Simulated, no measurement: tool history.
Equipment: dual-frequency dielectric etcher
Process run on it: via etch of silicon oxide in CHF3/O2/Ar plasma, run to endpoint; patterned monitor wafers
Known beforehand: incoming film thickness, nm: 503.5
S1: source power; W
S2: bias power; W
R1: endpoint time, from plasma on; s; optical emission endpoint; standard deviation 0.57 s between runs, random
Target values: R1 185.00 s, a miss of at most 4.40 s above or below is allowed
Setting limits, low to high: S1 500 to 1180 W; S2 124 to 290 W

run,hour,S1,S2,R1
1,0.0,840,207,207.31
2,2.6,910,212,200.63
3,9.1,910,194,206.53
4,13.2,860,194,210.00
5,14.9,860,228,200.10
6,22.4,910,233,193.87
7,29.3,940,235,192.05
8,37.5,960,238,189.93

4 candidate next runs follow, results not yet known. Just one meets every target within its allowed miss. Identify it.
A,45.7,900,202,?
B,45.7,930,240,?
C,45.7,980,258,?
D,45.7,870,226,?

move,R1
A,205.17
B,192.32
C,184.42
D,200.79
A: the biggest miss grows against the last run
B: the biggest miss grows against the last run
C: every result within its allowed miss
D: the biggest miss grows against the last run
C is the move that brings every result within its allowed miss.
